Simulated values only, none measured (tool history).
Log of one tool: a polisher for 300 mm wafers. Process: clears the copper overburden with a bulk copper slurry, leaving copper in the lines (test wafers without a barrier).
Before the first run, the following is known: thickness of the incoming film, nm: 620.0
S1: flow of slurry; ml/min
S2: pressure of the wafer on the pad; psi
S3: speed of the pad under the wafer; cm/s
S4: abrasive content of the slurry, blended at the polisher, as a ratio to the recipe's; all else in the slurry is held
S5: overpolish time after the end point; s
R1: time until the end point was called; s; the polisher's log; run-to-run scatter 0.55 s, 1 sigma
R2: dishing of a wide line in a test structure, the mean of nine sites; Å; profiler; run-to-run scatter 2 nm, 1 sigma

run	hour	S1	S2	S3	S4	S5	R1	R2
1	0.0	225	3.3	104	1.00	13	55.431	751.40
2	0.5	225	3.3	104	0.85	13	58.579	760.82
3	4.5	225	3.9	106	0.85	13	49.946	852.21
4	12.5	175	3.9	106	0.85	13	52.097	811.13
5	15.0	190	4.3	110	0.85	13	45.566	932.40
6	16.2	190	4.3	110	0.85	18	44.864	1075.70
7	20.8	195	5.2	120	0.85	13	34.653	1084.80

Forecast run 8:
8	22.3	195	5.2	124	0.85	14	?	?

{"run 8": {"R1": 34.504, "R2": 1122.4}}

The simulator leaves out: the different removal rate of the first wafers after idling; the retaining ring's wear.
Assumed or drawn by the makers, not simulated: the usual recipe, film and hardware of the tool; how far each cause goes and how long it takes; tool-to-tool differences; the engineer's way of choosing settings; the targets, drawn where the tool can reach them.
